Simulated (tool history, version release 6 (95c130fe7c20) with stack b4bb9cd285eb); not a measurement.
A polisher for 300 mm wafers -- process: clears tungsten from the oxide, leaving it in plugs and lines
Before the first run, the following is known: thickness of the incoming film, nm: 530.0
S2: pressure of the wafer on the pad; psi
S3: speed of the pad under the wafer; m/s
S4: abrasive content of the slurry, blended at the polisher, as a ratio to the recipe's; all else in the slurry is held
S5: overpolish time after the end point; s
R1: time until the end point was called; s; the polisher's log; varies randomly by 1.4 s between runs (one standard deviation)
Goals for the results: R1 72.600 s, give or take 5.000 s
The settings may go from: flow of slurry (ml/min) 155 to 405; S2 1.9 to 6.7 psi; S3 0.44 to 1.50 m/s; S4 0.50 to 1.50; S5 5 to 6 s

run 1 hour=0.0 | flow_of_slurry_(ml/min)=260 S2=4.3 S3=0.96 S4=1.00 S5=6 | R1=128.660
run 2 hour=4.4 | flow_of_slurry_(ml/min)=260 S2=5.0 S3=0.98 S4=1.00 S5=6 | R1=110.260
run 3 hour=9.0 | flow_of_slurry_(ml/min)=260 S2=5.5 S3=1.02 S4=1.00 S5=6 | R1=93.450
run 4 hour=15.5 | flow_of_slurry_(ml/min)=260 S2=5.5 S3=1.02 S4=1.20 S5=6 | R1=92.205
run 5 hour=22.1 | flow_of_slurry_(ml/min)=260 S2=5.5 S3=1.02 S4=1.35 S5=6 | R1=89.248
run 6 hour=25.0 | flow_of_slurry_(ml/min)=260 S2=5.5 S3=1.02 S4=1.50 S5=6 | R1=88.548
run 7 hour=31.6 | flow_of_slurry_(ml/min)=260 S2=5.8 S3=1.04 S4=1.50 S5=6 | R1=83.724
run 8 hour=38.3 | flow_of_slurry_(ml/min)=260 S2=6.0 S3=1.06 S4=1.50 S5=6 | R1=78.079
run 9 hour=45.9 | flow_of_slurry_(ml/min)=260 S2=6.0 S3=1.06 S4=1.50 S5=6 | R1=77.860

Pick the move, out of 5, that brings all results within their allowed miss; only one does.
run A hour=53.5 | flow_of_slurry_(ml/min)=290 S2=6.6 S3=1.24 S4=1.50 S5=6 | R1=?
run B hour=53.5 | flow_of_slurry_(ml/min)=305 S2=6.0 S3=1.30 S4=1.50 S5=6 | R1=?
run C hour=53.5 | flow_of_slurry_(ml/min)=275 S2=6.7 S3=1.24 S4=1.45 S5=6 | R1=?
run D hour=53.5 | flow_of_slurry_(ml/min)=255 S2=6.7 S3=1.26 S4=1.45 S5=5 | R1=?
run E hour=53.5 | flow_of_slurry_(ml/min)=310 S2=6.3 S3=1.06 S4=1.50 S5=5 | R1=?

move=A R1=60.094
move=B R1=62.688
move=C R1=59.968
move=D R1=59.535
move=E R1=72.817
A: pushes the last run's worst result past its target
B: pushes the last run's worst result past its target
C: pushes the last run's worst result past its target
D: pushes the last run's worst result past its target
E: every result lands within tolerance
So the answer is move E, the one that meets all the targets.

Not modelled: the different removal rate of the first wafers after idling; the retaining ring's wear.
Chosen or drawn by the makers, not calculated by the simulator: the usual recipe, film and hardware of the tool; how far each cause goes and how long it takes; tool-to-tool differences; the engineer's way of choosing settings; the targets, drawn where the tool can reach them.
